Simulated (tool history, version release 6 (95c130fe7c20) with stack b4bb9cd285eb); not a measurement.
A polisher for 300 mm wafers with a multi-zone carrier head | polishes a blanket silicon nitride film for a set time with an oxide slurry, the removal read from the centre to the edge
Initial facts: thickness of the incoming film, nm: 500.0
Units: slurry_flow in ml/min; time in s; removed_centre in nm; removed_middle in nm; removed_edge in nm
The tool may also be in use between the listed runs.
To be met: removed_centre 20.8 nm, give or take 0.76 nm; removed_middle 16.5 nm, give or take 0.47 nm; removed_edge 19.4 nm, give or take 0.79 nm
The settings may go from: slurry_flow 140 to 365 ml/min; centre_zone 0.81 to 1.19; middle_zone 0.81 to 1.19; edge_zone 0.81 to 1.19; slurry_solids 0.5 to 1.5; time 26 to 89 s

run  hour  slurry_flow  centre_zone  middle_zone  edge_zone  slurry_solids  time  removed_centre  removed_middle  removed_edge
  1     0          235            1            1          1              1    57          21.933          21.248        21.653
  2   3.5          235            1            1          1           1.15    57          23.341          22.504        22.482
  3   4.5          230         1.01         0.97       0.99            1.1    57          23.049          21.689        21.597
  4  12.1          230         1.01         0.97       0.92            1.1    57          22.963          21.331         21.09
  5  16.7          225         1.02         0.95       0.94           1.05    57          23.008          20.353         20.89
  6  24.5          225         1.02         0.95       0.97           1.05    57          22.546          20.411         21.22
  7  25.4          225         1.02         0.95       0.97           1.05    57          22.799          20.721        21.408
  8  31.2          225         1.02         0.95       0.97           1.05    57          23.118          20.444        21.376
  9  36.2          220         1.01         0.93       0.96           1.05    57          22.691           20.16        21.205
 10  43.2          215         1.01         0.91       0.95              1    57           22.51          19.642         20.94
 11  50.1          215         1.01          0.9       0.95           0.95    57           22.14           18.72        20.605

Consider the 4 candidate settings below. Which is the only one whose results all fall within their allowed miss of target?
  A    57          235            1         0.88       0.91            0.9    56               ?               ?             ?
  B    57          250         1.16         0.81       0.92           0.65    58               ?               ?             ?
  C    57          140         1.09         0.93       1.02           1.05    52               ?               ?             ?
  D    57          210         1.03         0.82       0.96           0.85    56               ?               ?             ?

move  removed_centre  removed_middle  removed_edge
   A           20.94          18.083        19.566
   B          22.401          15.545        18.095
   C          20.536          17.174        19.134
   D          20.773          16.462        19.441
A: closes in on the targets versus the last run, not all within tolerance yet
B: takes the result that was furthest off past its target
C: closes in on the targets versus the last run, not all within tolerance yet
D: every result lands within tolerance
Correct choice: D, which meets every target

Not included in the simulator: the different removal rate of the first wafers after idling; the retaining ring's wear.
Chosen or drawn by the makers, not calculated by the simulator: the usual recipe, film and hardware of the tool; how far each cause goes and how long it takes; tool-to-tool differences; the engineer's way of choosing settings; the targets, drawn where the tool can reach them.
